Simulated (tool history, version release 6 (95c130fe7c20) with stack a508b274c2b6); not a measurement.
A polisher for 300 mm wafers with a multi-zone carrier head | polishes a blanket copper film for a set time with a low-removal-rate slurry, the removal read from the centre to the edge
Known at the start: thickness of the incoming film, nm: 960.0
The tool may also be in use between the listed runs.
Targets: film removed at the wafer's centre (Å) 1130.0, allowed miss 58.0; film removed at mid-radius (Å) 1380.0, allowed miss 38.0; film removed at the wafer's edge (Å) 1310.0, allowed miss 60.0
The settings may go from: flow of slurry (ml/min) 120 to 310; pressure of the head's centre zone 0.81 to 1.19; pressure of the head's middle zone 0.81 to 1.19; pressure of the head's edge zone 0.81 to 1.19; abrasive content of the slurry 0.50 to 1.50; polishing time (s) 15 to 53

run	day	flow of slurry (ml/min)	pressure of the head's centre zone	pressure of the head's middle zone	pressure of the head's edge zone	abrasive content of the slurry	polishing time (s)	film removed at the wafer's centre (Å)	film removed at mid-radius (Å)	film removed at the wafer's edge (Å)
1	0.000	200	1.00	1.00	1.00	1.00	34	1515.3	1570.6	1574.0
2	0.175	165	1.00	1.00	1.00	1.00	34	1485.4	1536.9	1552.3
3	0.267	165	1.07	1.00	1.00	1.00	34	1606.7	1530.7	1534.3
4	0.325	165	1.07	1.00	1.00	0.90	34	1537.5	1470.0	1503.8
5	0.417	165	1.02	1.01	0.96	0.85	34	1461.5	1463.7	1434.7
6	0.438	160	0.97	1.01	0.95	0.80	34	1363.3	1439.9	1398.5
7	0.467	155	0.93	1.01	0.94	0.75	34	1219.6	1390.7	1336.6
8	0.521	150	0.92	1.01	0.94	0.75	34	1236.8	1361.2	1343.1

4 next moves are on the table. One of them brings every result within its allowed miss. Which?
A	0.575	125	0.87	1.02	0.89	0.80	35	?	?	?
B	0.575	130	0.89	1.02	0.96	0.95	34	?	?	?
C	0.575	150	1.12	0.97	0.87	0.70	36	?	?	?
D	0.575	140	1.05	0.90	0.86	0.75	37	?	?	?

move	film removed at the wafer's centre (Å)	film removed at mid-radius (Å)	film removed at the wafer's edge (Å)
A	1133.0	1389.1	1321.9
B	1208.3	1445.5	1420.4
C	1507.8	1367.6	1324.9
D	1462.2	1338.7	1375.0
A: meets every target
B: as far off as the last run
C: further off than the last run
D: further off than the last run
Answer: A

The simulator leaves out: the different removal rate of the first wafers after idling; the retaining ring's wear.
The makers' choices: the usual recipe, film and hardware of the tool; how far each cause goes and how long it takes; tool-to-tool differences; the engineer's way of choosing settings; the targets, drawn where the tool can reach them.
